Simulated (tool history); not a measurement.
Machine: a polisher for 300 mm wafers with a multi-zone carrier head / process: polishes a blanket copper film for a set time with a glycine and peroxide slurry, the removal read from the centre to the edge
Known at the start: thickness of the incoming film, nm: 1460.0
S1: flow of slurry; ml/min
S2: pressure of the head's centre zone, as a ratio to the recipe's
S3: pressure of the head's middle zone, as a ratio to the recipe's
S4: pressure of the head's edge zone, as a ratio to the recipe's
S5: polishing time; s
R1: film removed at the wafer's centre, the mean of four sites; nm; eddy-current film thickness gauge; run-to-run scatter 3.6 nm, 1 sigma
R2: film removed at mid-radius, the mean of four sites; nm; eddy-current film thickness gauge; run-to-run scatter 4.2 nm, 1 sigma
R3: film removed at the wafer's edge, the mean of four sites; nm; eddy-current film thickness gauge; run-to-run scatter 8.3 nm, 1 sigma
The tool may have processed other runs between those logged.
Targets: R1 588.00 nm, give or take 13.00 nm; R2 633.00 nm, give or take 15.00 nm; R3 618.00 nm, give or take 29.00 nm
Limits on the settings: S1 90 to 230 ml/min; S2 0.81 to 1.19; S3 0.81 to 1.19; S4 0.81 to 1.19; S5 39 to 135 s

run  hour   S1    S2    S3    S4  S5      R1      R2      R3
  1   0.0  150  1.00  1.00  1.00  87  541.66  545.39  559.45
  2   8.9  150  0.94  1.00  1.00  87  511.82  539.47  563.45
  3  17.3  165  0.95  1.02  1.01  87  527.06  562.80  559.62
  4  20.4  170  0.95  1.03  1.04  88  544.82  575.50  598.93
  5  28.2  170  0.95  1.06  1.04  88  540.49  590.90  584.34
  6  35.6  180  0.95  1.06  1.05  88  547.49  589.80  594.88
  7  43.0  190  0.95  1.07  1.05  88  549.02  614.60  607.60
  8  46.4  195  0.96  1.07  1.05  88  560.61  604.32  585.93
  9  50.2  200  0.96  1.08  1.06  88  565.94  615.55  590.63
 10  58.3  205  0.96  1.08  1.07  88  559.01  616.35  608.21
 11  62.3  210  0.97  1.08  1.07  88  573.96  622.07  604.49
 12  71.2  215  0.97  1.08  1.07  88  573.01  628.10  597.51
 13  72.6  215  0.97  1.08  1.08  88  572.57  621.04  615.05

Consider the 5 candidate settings below. Which is the only one whose results all fall within their allowed miss of target?
  A  74.0  230  0.97  1.13  1.09  89   ?   ?   ?
  B  74.0  180  0.91  0.97  1.19  95   ?   ?   ?
  C  74.0  210  0.93  1.02  1.16  91   ?   ?   ?
  D  74.0  230  1.00  1.11  0.99  93   ?   ?   ?
  E  74.0  175  1.01  1.12  1.15  89   ?   ?   ?

move      R1      R2      R3
   A  593.35  659.28  634.32
   B  569.41  595.97  689.84
   C  573.01  610.12  663.68
   D  639.25  678.41  633.26
   E  589.94  627.51  631.64
A: the worst result of the last run now meets its target, but another is out of spec
B: further off than the last run
C: further off than the last run
D: takes the biggest miss from the last run beyond its target
E: hits every target within its allowed miss
Answer: E
